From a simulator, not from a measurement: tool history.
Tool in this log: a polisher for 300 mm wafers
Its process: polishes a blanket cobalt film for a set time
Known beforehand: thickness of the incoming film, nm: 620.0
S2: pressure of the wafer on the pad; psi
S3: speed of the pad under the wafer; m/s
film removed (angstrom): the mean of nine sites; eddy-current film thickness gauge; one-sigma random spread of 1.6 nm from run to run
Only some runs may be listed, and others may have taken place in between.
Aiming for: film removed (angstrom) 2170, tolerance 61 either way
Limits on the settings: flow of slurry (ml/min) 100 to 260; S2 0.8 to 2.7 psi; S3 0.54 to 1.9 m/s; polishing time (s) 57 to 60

run 1 hour=0 | flow_of_slurry_(ml/min)=165 S2=1.7 S3=1.22 polishing_time_(s)=57 | film_removed_(angstrom)=3334.8
run 2 hour=7.4 | flow_of_slurry_(ml/min)=165 S2=1.7 S3=1.5 polishing_time_(s)=57 | film_removed_(angstrom)=4039.4
run 3 hour=11.9 | flow_of_slurry_(ml/min)=180 S2=1.7 S3=1.5 polishing_time_(s)=57 | film_removed_(angstrom)=4018.4
run 4 hour=14.7 | flow_of_slurry_(ml/min)=180 S2=1.7 S3=1.36 polishing_time_(s)=57 | film_removed_(angstrom)=3711.4
run 5 hour=16.3 | flow_of_slurry_(ml/min)=180 S2=2 S3=1.36 polishing_time_(s)=57 | film_removed_(angstrom)=4351.8
run 6 hour=20.2 | flow_of_slurry_(ml/min)=180 S2=2 S3=1.36 polishing_time_(s)=60 | film_removed_(angstrom)=4531.9
run 7 hour=21.9 | flow_of_slurry_(ml/min)=180 S2=1.8 S3=1.32 polishing_time_(s)=60 | film_removed_(angstrom)=4038.6
run 8 hour=27.5 | flow_of_slurry_(ml/min)=180 S2=1.6 S3=1.3 polishing_time_(s)=60 | film_removed_(angstrom)=3527.6
run 9 hour=28.5 | flow_of_slurry_(ml/min)=145 S2=1.1 S3=1.28 polishing_time_(s)=60 | film_removed_(angstrom)=2332.5
run 10 hour=31.2 | flow_of_slurry_(ml/min)=140 S2=1.1 S3=1.28 polishing_time_(s)=60 | film_removed_(angstrom)=2341.6

5 next moves are on the table. One of them brings every result within its allowed miss. Which?
run A hour=33.9 | flow_of_slurry_(ml/min)=110 S2=1.2 S3=1.22 polishing_time_(s)=57 | film_removed_(angstrom)=?
run B hour=33.9 | flow_of_slurry_(ml/min)=130 S2=1.2 S3=1.3 polishing_time_(s)=60 | film_removed_(angstrom)=?
run C hour=33.9 | flow_of_slurry_(ml/min)=115 S2=1.2 S3=1.36 polishing_time_(s)=58 | film_removed_(angstrom)=?
run D hour=33.9 | flow_of_slurry_(ml/min)=160 S2=1.2 S3=1.36 polishing_time_(s)=60 | film_removed_(angstrom)=?
run E hour=33.9 | flow_of_slurry_(ml/min)=150 S2=1 S3=1.46 polishing_time_(s)=57 | film_removed_(angstrom)=?

move=A film_removed_(angstrom)=2199
move=B film_removed_(angstrom)=2543.4
move=C film_removed_(angstrom)=2502.2
move=D film_removed_(angstrom)=2752.5
move=E film_removed_(angstrom)=2324.8
A: all results in spec
B: misses by more than the last run did
C: misses by more than the last run did
D: misses by more than the last run did
E: closer than the last run, but not yet in spec
A meets every target.
